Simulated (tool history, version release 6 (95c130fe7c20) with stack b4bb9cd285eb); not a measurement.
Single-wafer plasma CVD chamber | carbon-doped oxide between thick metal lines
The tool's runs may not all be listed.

run  hour  heater temperature setpoint (K)  chamber pressure (Torr)  RF power (kW)  deposition time (s)  mean film thickness on the monitor wafer (Å)
  1   0.0                           603.15                     4.66          0.655                  145                                        8921.5
  2   8.5                           612.15                     4.66          0.655                  145                                        8662.6
  3  10.1                           621.15                     4.66          0.655                  145                                        8549.7
  4  17.6                           619.15                     4.90          0.660                  145                                        8697.6
  5  23.6                           617.15                     5.09          0.665                  145                                        8781.2
  6  30.9                           615.15                     5.27          0.670                  145                                        8902.7
  7  33.0                           613.15                     5.43          0.675                  145                                        9115.7

Forecast run 8:
  8  34.6                           611.15                     5.52          0.675                  145                                             ?

{"run 8": {"mean film thickness on the monitor wafer (Å)": 9155.4}}
